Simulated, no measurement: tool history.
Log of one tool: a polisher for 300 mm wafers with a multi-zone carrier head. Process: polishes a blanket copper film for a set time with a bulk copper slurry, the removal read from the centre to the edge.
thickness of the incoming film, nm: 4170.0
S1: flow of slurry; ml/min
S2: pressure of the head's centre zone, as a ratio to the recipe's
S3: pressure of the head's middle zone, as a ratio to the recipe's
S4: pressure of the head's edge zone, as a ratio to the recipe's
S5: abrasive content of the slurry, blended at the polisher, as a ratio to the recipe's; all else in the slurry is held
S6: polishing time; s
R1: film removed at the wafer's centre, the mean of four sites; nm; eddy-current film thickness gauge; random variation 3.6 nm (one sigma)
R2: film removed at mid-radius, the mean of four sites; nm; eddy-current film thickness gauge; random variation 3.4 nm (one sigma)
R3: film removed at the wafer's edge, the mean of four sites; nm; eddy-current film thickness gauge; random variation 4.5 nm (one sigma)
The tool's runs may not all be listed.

run	hour	S1	S2	S3	S4	S5	S6	R1	R2	R3
1	0	210	1	1	1	1	52	524.08	502.76	512.9
2	3.1	210	1	1	1	1.15	52	541.6	518.79	518.03
3	10.5	210	1	1	0.96	1.15	52	544.23	512.13	504.18
4	18.3	205	0.97	1.01	0.94	1.05	49	479.98	484.95	468.14
5	21.1	205	0.96	1.01	0.93	0.95	47	452.4	454.01	443.99
6	30	200	0.94	1.01	0.92	0.9	45	419.36	432.6	405.28
7	31.1	155	0.84	0.91	0.97	0.65	42	331.44	345.73	375.48

The next listed run, before its measurement:
# hour 37.4: centre zone pressure recalibrated
8	37.4	155	0.84	0.92	0.95	0.65	42	?	?	?

R1: 309.8 nm
R2: 346.53 nm
R3: 360.8 nm

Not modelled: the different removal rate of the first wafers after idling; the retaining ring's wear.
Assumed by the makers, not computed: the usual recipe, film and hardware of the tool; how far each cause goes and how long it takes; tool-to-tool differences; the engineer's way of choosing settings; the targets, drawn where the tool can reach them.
